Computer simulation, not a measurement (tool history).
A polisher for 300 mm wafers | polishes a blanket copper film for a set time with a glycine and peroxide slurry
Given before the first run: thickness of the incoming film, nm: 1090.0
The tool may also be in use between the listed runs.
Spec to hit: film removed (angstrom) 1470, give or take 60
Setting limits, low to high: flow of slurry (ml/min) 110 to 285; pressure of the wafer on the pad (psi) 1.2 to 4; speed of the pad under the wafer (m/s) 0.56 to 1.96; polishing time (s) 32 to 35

run	hour	flow of slurry (ml/min)	pressure of the wafer on the pad (psi)	speed of the pad under the wafer (m/s)	polishing time (s)	film removed (angstrom)
1	0	180	2.6	1.26	35	2481.2
2	9	180	2.3	1.24	35	2259.7
3	12.2	180	2	1.2	35	1962.7
4	16.7	180	2	0.9	35	1598.4
5	20.2	180	2.6	0.9	35	1969.5
6	24.1	180	2.6	0.9	35	1976.2
7	30.3	180	2.4	0.9	35	1784.3
8	36.2	180	2.4	0.9	35	1800.8
9	41.9	180	2.3	0.9	35	1716.7
10	48.9	180	2.2	0.9	35	1701
11	54.1	180	2.1	0.9	35	1612.2

Consider the 5 candidate settings below. Which is the only one whose results all fall within their allowed miss of target?
A	59.3	205	1.7	0.84	33	?
B	59.3	185	2	0.78	32	?
C	59.3	220	1.9	1.1	32	?
D	59.3	170	1.8	0.98	33	?
E	59.3	175	2.2	0.96	32	?

move	film removed (angstrom)
A	1292.7
B	1317.3
C	1673.8
D	1461.7
E	1635.4
A: carries the result that was furthest off beyond its target, to the other side
B: carries the result that was furthest off beyond its target, to the other side
C: lands further from the targets than the last run did
D: in spec on every target
E: lands further from the targets than the last run did
D meets every target.
